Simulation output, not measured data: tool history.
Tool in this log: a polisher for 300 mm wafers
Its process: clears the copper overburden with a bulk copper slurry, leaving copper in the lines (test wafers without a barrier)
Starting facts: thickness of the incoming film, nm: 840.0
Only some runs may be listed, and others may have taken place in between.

run  hour  flow of slurry (ml/min)  pressure of the wafer on the pad (kPa)  speed of the pad under the wafer (m/s)  abrasive content of the slurry  overpolish time after the end point (s)  time until the end point was called (s)  dishing of a wide line in a test structure (nm)
  1   0.0                      130                                    24.1                                    1.38                            1.00                                       17                                   43.330                                           62.226
  2   4.0                      130                                    24.1                                    1.38                            1.00                                       22                                   42.273                                           61.522
  3  10.7                      130                                    21.4                                    1.34                            1.00                                       24                                   48.976                                           61.853
  4  12.3                      125                                    19.3                                    1.36                            0.95                                       20                                   54.567                                           58.941
  5  15.3                      125                                    19.3                                    1.70                            0.95                                       20                                   46.672                                           61.359
  6  23.0                       95                                    19.3                                    1.70                            0.95                                       20                                   48.631                                           60.114

Predict the results of run 7:
  7  26.9                       80                                    12.4                                    1.44                            0.90                                       14                                        ?                                                ?

{"run 7": {"time until the end point was called (s)": 86.038, "dishing of a wide line in a test structure (nm)": 48.362}}

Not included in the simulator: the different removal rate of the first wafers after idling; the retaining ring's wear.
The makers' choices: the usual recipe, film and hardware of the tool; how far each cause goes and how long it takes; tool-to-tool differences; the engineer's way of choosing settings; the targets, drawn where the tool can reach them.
